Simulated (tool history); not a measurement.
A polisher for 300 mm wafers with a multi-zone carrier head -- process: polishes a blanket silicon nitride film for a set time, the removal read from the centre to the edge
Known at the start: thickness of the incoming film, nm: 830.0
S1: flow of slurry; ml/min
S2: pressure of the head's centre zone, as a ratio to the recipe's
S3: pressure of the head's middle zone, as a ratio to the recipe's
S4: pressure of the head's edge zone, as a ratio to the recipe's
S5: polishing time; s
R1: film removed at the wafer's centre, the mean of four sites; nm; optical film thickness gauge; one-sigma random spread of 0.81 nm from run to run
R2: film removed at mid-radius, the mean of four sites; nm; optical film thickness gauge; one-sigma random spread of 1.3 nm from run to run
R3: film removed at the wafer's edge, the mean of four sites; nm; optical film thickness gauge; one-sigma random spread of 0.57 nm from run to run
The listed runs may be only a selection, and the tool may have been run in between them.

run	day	S1	S2	S3	S4	S5	R1	R2	R3
1	0.000	215	1.00	1.00	1.00	42	67.164	68.736	66.288
2	0.175	215	0.95	1.00	1.00	42	64.558	67.619	65.821
3	0.250	220	0.96	1.01	1.02	43	66.685	72.319	68.552
4	0.296	220	0.96	1.01	1.10	43	65.889	71.461	71.210
5	0.508	225	0.97	1.01	1.11	44	69.356	72.819	74.080
6	0.762	225	0.97	0.97	1.11	44	68.741	69.885	73.432
7	1.038	230	0.98	0.98	1.12	44	71.035	71.701	73.458
8	1.179	230	0.99	0.99	1.13	45	71.806	73.992	76.251
9	1.438	235	1.00	1.00	1.13	45	71.829	72.351	75.919
10	1.504	245	1.08	1.10	1.13	52	91.525	91.965	88.486

Run 11 is up next; what results do you expect?
11	1.708	240	1.08	1.10	1.13	52	?	?	?

Run 11 measured R1 91.020 nm, R2 91.317 nm, R3 88.115 nm.
